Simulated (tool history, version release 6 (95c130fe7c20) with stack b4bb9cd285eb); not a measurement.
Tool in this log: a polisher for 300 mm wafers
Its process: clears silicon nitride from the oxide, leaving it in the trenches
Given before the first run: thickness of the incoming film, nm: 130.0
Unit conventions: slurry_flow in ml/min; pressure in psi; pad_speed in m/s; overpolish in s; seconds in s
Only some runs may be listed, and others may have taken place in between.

run	hour	slurry_flow	pressure	pad_speed	overpolish	seconds
1	0	135	3	1.24	15	83.132
2	2.5	135	3.3	1.26	15	73.602
3	5.2	135	3.5	1.26	15	70.16
4	9.4	135	3.7	1.26	15	65.621
5	12.2	105	3.7	1.26	15	70.886
6	15	135	3.7	1.26	15	66.528
7	23.7	140	3.8	1.26	15	65.488
8	29.9	140	4	1.26	15	60.012

The next listed run, before its measurement:
9	37	145	4	1.26	15	?

Logged for run 9: seconds 60.348 s.
